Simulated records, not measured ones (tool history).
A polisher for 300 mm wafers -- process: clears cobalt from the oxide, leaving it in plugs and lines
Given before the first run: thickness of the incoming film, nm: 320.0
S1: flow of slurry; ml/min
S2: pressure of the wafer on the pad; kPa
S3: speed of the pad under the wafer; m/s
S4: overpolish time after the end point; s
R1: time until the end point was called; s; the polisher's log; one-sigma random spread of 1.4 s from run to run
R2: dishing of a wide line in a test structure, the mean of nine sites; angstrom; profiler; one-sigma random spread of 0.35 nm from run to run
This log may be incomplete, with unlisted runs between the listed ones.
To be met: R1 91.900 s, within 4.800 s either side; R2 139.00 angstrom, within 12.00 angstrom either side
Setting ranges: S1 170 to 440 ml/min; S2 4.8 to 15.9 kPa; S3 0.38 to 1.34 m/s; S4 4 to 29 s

run	hour	S1	S2	S3	S4	R1	R2
1	0.0	280	10.3	0.86	15	86.219	330.78
2	8.0	280	10.3	0.86	14	86.287	307.09
3	9.5	280	10.3	0.94	14	81.330	339.83
4	12.4	280	10.3	0.94	10	81.908	267.06
5	19.7	295	11.0	0.88	9	80.290	246.50
6	21.6	295	13.1	0.88	9	68.545	277.45
7	22.7	295	10.3	1.12	4	69.696	148.80
8	30.8	295	10.3	1.12	4	70.686	148.20
9	32.8	290	9.0	1.08	5	78.944	157.20

Next run, 5 choices. One meets every target within its allowed miss, the rest don't. Which?
A	34.8	195	9.0	0.82	7	?	?
B	34.8	270	6.9	1.14	4	?	?
C	34.8	260	9.7	1.10	6	?	?
D	34.8	270	8.3	0.98	5	?	?
E	34.8	270	8.3	0.96	4	?	?

move	R1	R2
A	104.060	164.31
B	95.719	109.14
C	76.636	185.59
D	94.260	134.45
E	95.779	109.08
A: the result that was furthest off in the last run now lies on the other side of its target
B: gets the furthest-off result to its target, but another result is out of tolerance
C: its largest miss is bigger than the last run's
D: every result within its allowed miss
E: gets the furthest-off result to its target, but another result is out of tolerance
Answer: D
